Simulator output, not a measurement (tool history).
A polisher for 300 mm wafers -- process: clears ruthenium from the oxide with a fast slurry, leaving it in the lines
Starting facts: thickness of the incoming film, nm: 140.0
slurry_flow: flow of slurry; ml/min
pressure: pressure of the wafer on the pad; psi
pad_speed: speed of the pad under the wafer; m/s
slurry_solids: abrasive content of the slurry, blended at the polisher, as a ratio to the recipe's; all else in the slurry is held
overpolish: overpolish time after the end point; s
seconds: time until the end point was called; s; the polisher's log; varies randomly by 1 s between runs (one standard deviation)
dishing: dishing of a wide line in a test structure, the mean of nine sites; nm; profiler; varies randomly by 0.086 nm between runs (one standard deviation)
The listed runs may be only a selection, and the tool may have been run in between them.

run 1 hour=0 | slurry_flow=160 pressure=2.1 pad_speed=0.84 slurry_solids=1 overpolish=10 | seconds=61.433 dishing=19.601
run 2 hour=6.7 | slurry_flow=165 pressure=2 pad_speed=0.82 slurry_solids=1 overpolish=9 | seconds=65.161 dishing=16.637
run 3 hour=14 | slurry_flow=180 pressure=1.8 pad_speed=0.82 slurry_solids=1 overpolish=8 | seconds=67.413 dishing=14.215
run 4 hour=17.3 | slurry_flow=180 pressure=1.8 pad_speed=0.82 slurry_solids=1 overpolish=5 | seconds=67.659 dishing=9.1188
run 5 hour=19.8 | slurry_flow=180 pressure=1.8 pad_speed=0.82 slurry_solids=1 overpolish=7 | seconds=67.656 dishing=12.516
run 6 hour=27.8 | slurry_flow=180 pressure=1.8 pad_speed=0.82 slurry_solids=1 overpolish=9 | seconds=68.074 dishing=16.247
run 7 hour=36.5 | slurry_flow=185 pressure=1.8 pad_speed=0.8 slurry_solids=1 overpolish=8 | seconds=69.52 dishing=14.025
run 8 hour=42 | slurry_flow=185 pressure=1.8 pad_speed=0.8 slurry_solids=1 overpolish=7 | seconds=69.055 dishing=12.199
run 9 hour=45.2 | slurry_flow=185 pressure=1.8 pad_speed=0.8 slurry_solids=1 overpolish=6 | seconds=70.109 dishing=10.471
-- hour=49.3 head pressure recalibrated
run 10 hour=49.3 | slurry_flow=185 pressure=1.8 pad_speed=0.8 slurry_solids=1 overpolish=5 | seconds=63.858 dishing=9.5839
run 11 hour=52.1 | slurry_flow=175 pressure=1.2 pad_speed=0.78 slurry_solids=1 overpolish=3 | seconds=87.093 dishing=4.3152
run 12 hour=55 | slurry_flow=185 pressure=1.2 pad_speed=0.78 slurry_solids=1 overpolish=3 | seconds=85.768 dishing=4.3683

Run 13, settings as shown, results not yet in. Your forecast:
run 13 hour=58.2 | slurry_flow=190 pressure=1.2 pad_speed=0.78 slurry_solids=1 overpolish=3 | seconds=? dishing=?

Run 13 came out at seconds 85.269 s, dishing 4.2568 nm.
